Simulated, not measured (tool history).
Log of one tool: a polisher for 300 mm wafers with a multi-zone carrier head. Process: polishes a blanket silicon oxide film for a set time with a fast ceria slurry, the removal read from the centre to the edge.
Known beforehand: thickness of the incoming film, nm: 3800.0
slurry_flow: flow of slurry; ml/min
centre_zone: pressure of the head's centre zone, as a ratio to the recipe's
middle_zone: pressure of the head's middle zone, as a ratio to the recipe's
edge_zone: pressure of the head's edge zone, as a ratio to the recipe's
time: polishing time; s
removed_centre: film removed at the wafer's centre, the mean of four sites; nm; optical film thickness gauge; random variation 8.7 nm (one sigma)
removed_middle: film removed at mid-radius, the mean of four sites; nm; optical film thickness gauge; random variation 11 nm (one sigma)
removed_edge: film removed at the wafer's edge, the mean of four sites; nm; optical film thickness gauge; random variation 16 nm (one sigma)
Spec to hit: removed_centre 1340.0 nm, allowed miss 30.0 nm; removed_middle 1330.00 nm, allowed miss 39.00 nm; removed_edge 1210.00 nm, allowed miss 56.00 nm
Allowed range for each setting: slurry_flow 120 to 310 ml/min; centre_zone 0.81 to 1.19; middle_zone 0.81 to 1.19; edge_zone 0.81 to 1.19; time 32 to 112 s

run,hour,slurry_flow,centre_zone,middle_zone,edge_zone,time,removed_centre,removed_middle,removed_edge
1,0.0,200,1.00,1.00,1.00,72,1037.0,1001.30,979.75
2,4.0,200,1.00,1.03,1.00,72,1022.4,1023.20,1000.10
3,8.5,200,1.08,1.03,1.00,72,1092.8,1007.00,983.12
4,11.9,200,1.08,1.03,1.05,72,1089.3,1013.80,1007.30
5,18.4,200,1.01,1.03,1.05,72,1033.5,1010.80,1009.10
6,25.1,165,1.01,1.03,1.05,72,1023.2,985.89,1004.80
7,32.1,215,1.11,1.13,1.15,83,1309.8,1269.10,1192.10
8,37.6,220,1.11,1.14,1.15,83,1308.9,1295.50,1199.20

Next run, 4 choices. One meets every target within its allowed miss, the rest don't. Which?
A,43.1,215,1.06,1.13,1.14,84,?,?,?
B,43.1,210,1.13,1.17,1.10,85,?,?,?
C,43.1,245,1.18,1.08,1.18,81,?,?,?
D,43.1,215,1.09,0.97,1.16,93,?,?,?

move,removed_centre,removed_middle,removed_edge
A,1264.4,1297.70,1211.80
B,1335.9,1348.80,1205.40
C,1340.8,1222.00,1199.90
D,1426.7,1261.70,1354.10
A: lands further from the targets than the last run did
B: meets every target
C: corrects the largest miss of the last run, while another result sits out of spec
D: the result that was furthest off in the last run now lies on the other side of its target
The move that meets every target is B.
